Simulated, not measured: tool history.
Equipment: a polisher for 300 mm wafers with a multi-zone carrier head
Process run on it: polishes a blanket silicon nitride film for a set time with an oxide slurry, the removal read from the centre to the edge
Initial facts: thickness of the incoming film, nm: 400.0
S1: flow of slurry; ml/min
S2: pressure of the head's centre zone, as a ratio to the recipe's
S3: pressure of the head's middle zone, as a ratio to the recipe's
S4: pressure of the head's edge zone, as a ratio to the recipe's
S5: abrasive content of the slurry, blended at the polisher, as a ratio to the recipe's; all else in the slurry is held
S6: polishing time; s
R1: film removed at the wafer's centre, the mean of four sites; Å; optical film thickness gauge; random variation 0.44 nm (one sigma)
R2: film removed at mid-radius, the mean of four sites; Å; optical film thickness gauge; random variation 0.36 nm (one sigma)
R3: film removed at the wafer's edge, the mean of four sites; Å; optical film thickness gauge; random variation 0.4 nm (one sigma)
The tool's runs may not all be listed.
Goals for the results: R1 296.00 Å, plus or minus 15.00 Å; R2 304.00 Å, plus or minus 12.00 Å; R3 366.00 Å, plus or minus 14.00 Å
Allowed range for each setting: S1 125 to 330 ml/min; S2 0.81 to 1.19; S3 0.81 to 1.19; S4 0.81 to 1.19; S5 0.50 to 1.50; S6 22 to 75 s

Run 1, hour 0.0: S1 210 ml/min, S2 1.00, S3 1.00, S4 1.00, S5 1.00, S6 48 s. Result: R1 393.11 Å, R2 406.89 Å, R3 394.24 Å.
Run 2, hour 4.0: S1 210 ml/min, S2 1.00, S3 1.00, S4 1.08, S5 1.00, S6 48 s. Result: R1 393.34 Å, R2 403.06 Å, R3 412.39 Å.
Run 3, hour 9.4: S1 205 ml/min, S2 0.98, S3 0.98, S4 1.08, S5 0.95, S6 48 s. Result: R1 366.02 Å, R2 383.49 Å, R3 413.34 Å.
Run 4, hour 10.5: S1 205 ml/min, S2 0.98, S3 0.96, S4 1.07, S5 0.90, S6 48 s. Result: R1 377.40 Å, R2 378.47 Å, R3 389.11 Å.
Run 5, hour 18.3: S1 200 ml/min, S2 0.96, S3 0.94, S4 1.09, S5 0.85, S6 48 s. Result: R1 344.66 Å, R2 357.57 Å, R3 386.16 Å.
Run 6, hour 23.6: S1 200 ml/min, S2 1.00, S3 0.94, S4 1.09, S5 0.85, S6 48 s. Result: R1 369.19 Å, R2 357.52 Å, R3 388.08 Å.
Run 7, hour 31.9: S1 195 ml/min, S2 0.98, S3 0.92, S4 1.09, S5 0.85, S6 48 s. Result: R1 356.41 Å, R2 347.70 Å, R3 394.77 Å.
Run 8, hour 37.9: S1 190 ml/min, S2 0.97, S3 0.91, S4 1.09, S5 0.85, S6 48 s. Result: R1 358.35 Å, R2 345.90 Å, R3 386.72 Å.
Run 9, hour 42.2: S1 185 ml/min, S2 0.95, S3 0.90, S4 1.10, S5 0.85, S6 48 s. Result: R1 346.36 Å, R2 338.70 Å, R3 388.92 Å.
Run 10, hour 50.6: S1 180 ml/min, S2 0.94, S3 0.89, S4 1.10, S5 0.85, S6 48 s. Result: R1 337.53 Å, R2 334.12 Å, R3 397.10 Å.
Run 11, hour 53.7: S1 180 ml/min, S2 0.93, S3 0.88, S4 1.09, S5 0.85, S6 48 s. Result: R1 327.33 Å, R2 330.25 Å, R3 384.15 Å.
Run 12, hour 61.9: S1 175 ml/min, S2 0.92, S3 0.87, S4 1.09, S5 0.85, S6 48 s. Result: R1 339.44 Å, R2 323.35 Å, R3 383.85 Å.
Run 13, hour 69.6: S1 175 ml/min, S2 0.91, S3 0.87, S4 1.09, S5 0.85, S6 48 s. Result: R1 321.90 Å, R2 329.46 Å, R3 384.38 Å.
Run 14, hour 78.5: S1 175 ml/min, S2 0.90, S3 0.86, S4 1.09, S5 0.85, S6 48 s. Result: R1 326.78 Å, R2 322.83 Å, R3 381.70 Å.
Run 15, hour 82.6: S1 170 ml/min, S2 0.89, S3 0.86, S4 1.09, S5 0.85, S6 48 s. Result: R1 321.55 Å, R2 314.79 Å, R3 389.14 Å.

5 next moves are on the table. One of them brings every result within its allowed miss. Which?
Run A, hour 86.7: S1 125 ml/min, S2 0.93, S3 0.90, S4 1.16, S5 0.80, S6 48 s. Result: R1 ?, R2 ?, R3 ?.
Run B, hour 86.7: S1 205 ml/min, S2 1.07, S3 0.90, S4 0.91, S5 0.85, S6 46 s. Result: R1 ?, R2 ?, R3 ?.
Run C, hour 86.7: S1 135 ml/min, S2 0.81, S3 0.84, S4 1.13, S5 0.90, S6 52 s. Result: R1 ?, R2 ?, R3 ?.
Run D, hour 86.7: S1 180 ml/min, S2 0.92, S3 0.85, S4 1.00, S5 0.90, S6 48 s. Result: R1 ?, R2 ?, R3 ?.
Run E, hour 86.7: S1 230 ml/min, S2 1.04, S3 0.81, S4 1.08, S5 0.80, S6 48 s. Result: R1 ?, R2 ?, R3 ?.

move      R1      R2      R3
   A  297.90  298.28  359.99
   B  379.00  325.01  338.22
   C  300.32  325.98  408.33
   D  338.40  323.46  371.07
   E  382.54  309.16  379.83
A: in spec on every target
B: moves away from the targets compared with the last run
C: gets the furthest-off result to its target, but another result is out of tolerance
D: moves away from the targets compared with the last run
E: moves away from the targets compared with the last run
A is the move that brings every result within its allowed miss.
